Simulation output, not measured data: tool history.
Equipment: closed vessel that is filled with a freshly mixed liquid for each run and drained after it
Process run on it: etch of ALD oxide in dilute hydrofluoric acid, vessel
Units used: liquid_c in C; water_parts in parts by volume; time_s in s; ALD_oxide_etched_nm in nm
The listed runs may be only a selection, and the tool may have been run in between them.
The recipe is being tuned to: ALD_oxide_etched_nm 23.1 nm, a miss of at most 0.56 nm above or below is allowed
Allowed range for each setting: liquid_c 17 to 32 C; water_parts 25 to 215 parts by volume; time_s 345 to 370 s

{"run": 1, "day": 0.0, "liquid_c": 24, "water_parts": 120, "time_s": 345, "ALD_oxide_etched_nm": 31.509}
{"run": 2, "day": 0.046, "liquid_c": 24, "water_parts": 120, "time_s": 345, "ALD_oxide_etched_nm": 31.982}
{"run": 3, "day": 0.354, "liquid_c": 22.5, "water_parts": 120, "time_s": 345, "ALD_oxide_etched_nm": 30.099}
{"run": 4, "day": 0.525, "liquid_c": 22.5, "water_parts": 85, "time_s": 345, "ALD_oxide_etched_nm": 44.216}
{"run": 5, "day": 0.588, "liquid_c": 21.5, "water_parts": 95, "time_s": 345, "ALD_oxide_etched_nm": 37.565}
{"run": 6, "day": 0.762, "liquid_c": 20.5, "water_parts": 100, "time_s": 345, "ALD_oxide_etched_nm": 34.141}
{"run": 7, "day": 0.871, "liquid_c": 20, "water_parts": 105, "time_s": 345, "ALD_oxide_etched_nm": 31.877}
{"run": 8, "day": 0.946, "liquid_c": 19.5, "water_parts": 110, "time_s": 345, "ALD_oxide_etched_nm": 29.515}
{"run": 9, "day": 1.104, "liquid_c": 19, "water_parts": 115, "time_s": 345, "ALD_oxide_etched_nm": 27.427}
{"run": 10, "day": 1.483, "liquid_c": 18.5, "water_parts": 115, "time_s": 345, "ALD_oxide_etched_nm": 26.685}
{"run": 11, "day": 1.604, "liquid_c": 18, "water_parts": 115, "time_s": 345, "ALD_oxide_etched_nm": 26.375}
{"run": 12, "day": 1.796, "liquid_c": 17.5, "water_parts": 120, "time_s": 345, "ALD_oxide_etched_nm": 24.806}
{"run": 13, "day": 2.117, "liquid_c": 17.5, "water_parts": 120, "time_s": 345, "ALD_oxide_etched_nm": 24.681}

Which one of the following 5 next-run settings gets every result inside its allowed miss? There is exactly one.
{"run": "A", "day": 2.438, "liquid_c": 17, "water_parts": 135, "time_s": 360, "ALD_oxide_etched_nm": "?"}
{"run": "B", "day": 2.438, "liquid_c": 19, "water_parts": 135, "time_s": 350, "ALD_oxide_etched_nm": "?"}
{"run": "C", "day": 2.438, "liquid_c": 19.5, "water_parts": 145, "time_s": 355, "ALD_oxide_etched_nm": "?"}
{"run": "D", "day": 2.438, "liquid_c": 17.5, "water_parts": 130, "time_s": 370, "ALD_oxide_etched_nm": "?"}
{"run": "E", "day": 2.438, "liquid_c": 17, "water_parts": 140, "time_s": 370, "ALD_oxide_etched_nm": "?"}

move=A ALD_oxide_etched_nm=21.971
move=B ALD_oxide_etched_nm=23.183
move=C ALD_oxide_etched_nm=22.109
move=D ALD_oxide_etched_nm=24.059
move=E ALD_oxide_etched_nm=21.668
A: takes the biggest miss from the last run beyond its target
B: in spec on every target
C: takes the biggest miss from the last run beyond its target
D: an improvement on the last run, though not all results are within tolerance
E: takes the biggest miss from the last run beyond its target
Move B is the one to make.
